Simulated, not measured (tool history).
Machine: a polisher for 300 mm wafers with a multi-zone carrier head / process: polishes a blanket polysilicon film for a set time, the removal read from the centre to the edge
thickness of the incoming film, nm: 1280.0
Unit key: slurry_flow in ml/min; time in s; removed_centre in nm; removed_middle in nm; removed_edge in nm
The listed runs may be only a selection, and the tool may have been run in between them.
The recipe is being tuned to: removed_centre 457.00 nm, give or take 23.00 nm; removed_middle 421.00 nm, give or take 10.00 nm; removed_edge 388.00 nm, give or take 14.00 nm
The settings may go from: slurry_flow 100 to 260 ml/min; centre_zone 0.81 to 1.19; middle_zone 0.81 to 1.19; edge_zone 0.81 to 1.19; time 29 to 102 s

run    day  slurry_flow  centre_zone  middle_zone  edge_zone  time  removed_centre  removed_middle  removed_edge
  1  0.000          165         1.00         1.00       1.00    65          511.80          505.66        477.20
  2  0.104          165         1.00         1.00       0.93    65          528.41          504.59        470.96
  3  0.212          160         1.00         1.00       0.91    62          488.23          481.61        445.00
  4  0.508          120         1.00         1.00       0.91    62          463.97          458.65        421.32
  5  0.662          120         1.00         1.00       0.91    71          532.65          521.69        479.40
  6  0.967          120         1.00         0.92       0.91    71          526.16          488.02        482.61
  7  1.158          115         1.01         0.93       0.89    68          512.80          470.38        453.51
     1.458  -- edge zone pressure recalibrated
  8  1.458          110         1.01         0.94       0.87    66          476.23          455.44        458.06
  9  1.783          110         1.01         0.94       0.94    64          466.89          443.28        455.05
 10  1.862          120         1.02         0.95       0.90    61          471.21          433.96        434.89

Of the 5 settings listed for the next run, only one would bring every result within its allowed miss of target. Which one?
  A  1.942          110         0.90         0.95       0.93    67               ?               ?             ?
  B  1.942          110         0.94         0.87       1.00    66               ?               ?             ?
  C  1.942          105         1.18         1.14       0.86    56               ?               ?             ?
  D  1.942          155         1.11         1.04       0.93    53               ?               ?             ?
  E  1.942          135         1.19         1.15       0.81    50               ?               ?             ?

move  removed_centre  removed_middle  removed_edge
   A          438.36          462.96        468.26
   B          450.92          423.76        477.95
   C          476.51          446.67        374.08
   D          461.08          420.93        387.08
   E          454.42          422.46        336.81
A: moves away from the targets compared with the last run
B: moves away from the targets compared with the last run
C: corrects the largest miss of the last run, while another result sits out of spec
D: every result lands within tolerance
E: takes the result that was furthest off past its target
The right move is D.

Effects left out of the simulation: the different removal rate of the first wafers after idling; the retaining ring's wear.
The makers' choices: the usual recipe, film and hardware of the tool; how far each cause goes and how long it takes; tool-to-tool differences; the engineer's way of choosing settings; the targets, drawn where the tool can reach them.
